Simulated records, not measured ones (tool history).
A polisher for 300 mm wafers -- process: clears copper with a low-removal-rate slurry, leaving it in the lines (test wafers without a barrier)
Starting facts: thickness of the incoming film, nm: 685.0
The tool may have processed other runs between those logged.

| run | day | flow of slurry (ml/min) | pressure of the wafer on the pad (psi) | speed of the pad under the wafer (cm/s) | abrasive content of the slurry | overpolish time after the end point (s) | time until the end point was called (s) | dishing of a wide line in a test structure (nm) |
|---|---|---|---|---|---|---|---|---|
| 1 | 0 | 305 | 3.2 | 138 | 1 | 29 | 131.82 | 73.324 |
| 2 | 0.096 | 305 | 3.2 | 138 | 1.2 | 29 | 123.95 | 75.399 |
| 3 | 0.283 | 305 | 2.9 | 138 | 1.2 | 29 | 134.18 | 72.019 |
| 4 | 0.575 | 305 | 2.9 | 138 | 1.3 | 29 | 134.35 | 73.189 |
| 5 | 0.792 | 305 | 3.2 | 138 | 1.3 | 29 | 121.57 | 76.699 |
| 6 | 1.046 | 305 | 3.2 | 138 | 1.3 | 23 | 124.87 | 68.469 |

Run 7 has not been measured yet. What should we expect?
| 7 | 1.404 | 305 | 3.5 | 138 | 1.3 | 24 | ? | ? |

{"run 7": {"time until the end point was called (s)": 113.99, "dishing of a wide line in a test structure (nm)": 73.785}}
